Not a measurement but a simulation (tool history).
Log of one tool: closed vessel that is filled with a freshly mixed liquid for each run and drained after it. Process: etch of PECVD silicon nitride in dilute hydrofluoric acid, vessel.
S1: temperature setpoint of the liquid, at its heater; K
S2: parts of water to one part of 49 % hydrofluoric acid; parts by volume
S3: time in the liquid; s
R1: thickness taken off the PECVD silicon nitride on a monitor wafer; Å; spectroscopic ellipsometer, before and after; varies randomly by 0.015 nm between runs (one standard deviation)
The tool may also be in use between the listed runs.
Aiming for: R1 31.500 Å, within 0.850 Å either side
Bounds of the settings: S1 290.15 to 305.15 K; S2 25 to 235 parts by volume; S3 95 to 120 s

{"run": 1, "day": 0.0, "S1": 297.15, "S2": 130, "S3": 120, "R1": 25.819}
{"run": 2, "day": 0.183, "S1": 297.65, "S2": 130, "S3": 120, "R1": 26.495}
{"run": 3, "day": 0.325, "S1": 297.65, "S2": 90, "S3": 120, "R1": 38.826}
{"run": 4, "day": 0.533, "S1": 297.15, "S2": 90, "S3": 120, "R1": 37.256}
{"run": 5, "day": 0.917, "S1": 297.15, "S2": 45, "S3": 120, "R1": 74.853}
{"run": 6, "day": 1.183, "S1": 294.65, "S2": 45, "S3": 120, "R1": 61.949}
{"run": 7, "day": 1.471, "S1": 294.15, "S2": 50, "S3": 120, "R1": 54.532}
{"run": 8, "day": 1.525, "S1": 293.65, "S2": 55, "S3": 120, "R1": 48.238}
{"run": 9, "day": 1.771, "S1": 290.15, "S2": 75, "S3": 120, "R1": 27.814}

Exercise: of the 4 proposed moves below, exactly one satisfies all targets within the stated allowed misses. Which move is it?
{"run": "A", "day": 2.017, "S1": 290.15, "S2": 65, "S3": 95, "R1": "?"}
{"run": "B", "day": 2.017, "S1": 290.15, "S2": 55, "S3": 100, "R1": "?"}
{"run": "C", "day": 2.017, "S1": 292.65, "S2": 75, "S3": 120, "R1": "?"}
{"run": "D", "day": 2.017, "S1": 292.15, "S2": 65, "S3": 110, "R1": "?"}

move=A R1=25.199
move=B R1=31.198
move=C R1=32.916
move=D R1=33.526
A: misses by more than the last run did
B: hits every target within its allowed miss
C: carries the result that was furthest off beyond its target, to the other side
D: carries the result that was furthest off beyond its target, to the other side
So the answer is move B, the one that meets all the targets.

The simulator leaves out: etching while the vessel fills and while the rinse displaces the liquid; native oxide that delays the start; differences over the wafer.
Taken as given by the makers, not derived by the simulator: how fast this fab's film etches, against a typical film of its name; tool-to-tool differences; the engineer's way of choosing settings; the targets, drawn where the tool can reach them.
